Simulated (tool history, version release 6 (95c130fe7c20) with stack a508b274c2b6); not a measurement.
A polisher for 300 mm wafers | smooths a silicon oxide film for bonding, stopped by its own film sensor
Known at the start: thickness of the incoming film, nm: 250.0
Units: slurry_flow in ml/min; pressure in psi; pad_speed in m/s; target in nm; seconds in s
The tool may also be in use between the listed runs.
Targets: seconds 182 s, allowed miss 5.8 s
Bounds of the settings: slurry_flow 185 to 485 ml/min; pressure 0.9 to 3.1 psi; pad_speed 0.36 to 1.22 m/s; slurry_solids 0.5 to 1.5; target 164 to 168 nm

run,hour,slurry_flow,pressure,pad_speed,slurry_solids,target,seconds
1,0,310,2,0.78,1,168,119.61
2,3,310,2,0.86,1,168,108.58
3,8.8,310,1.9,0.86,1,168,115.09
4,16.2,310,1.8,0.86,1,168,121.09
5,23.8,310,1.7,0.86,1,168,129.67
6,30.4,340,1.7,0.86,1,168,127.48
7,37.2,340,1.7,0.86,1,168,127.56
8,39.4,340,1.6,0.86,1,168,135.16
9,48,340,1.5,0.86,1,168,143.98
10,51.9,340,1.4,0.86,1,168,154

Which of these 4 next moves meets every target?
A,55.8,340,1.5,0.94,1.15,168,?
B,55.8,410,1.6,0.74,1.3,168,?
C,55.8,320,1.2,0.84,1.05,165,?
D,55.8,285,1.6,0.9,1.15,168,?

move,seconds
A,128.25
B,134.4
C,186.32
D,125.81
A: further off than the last run
B: further off than the last run
C: meets every target
D: further off than the last run
The right move is C.

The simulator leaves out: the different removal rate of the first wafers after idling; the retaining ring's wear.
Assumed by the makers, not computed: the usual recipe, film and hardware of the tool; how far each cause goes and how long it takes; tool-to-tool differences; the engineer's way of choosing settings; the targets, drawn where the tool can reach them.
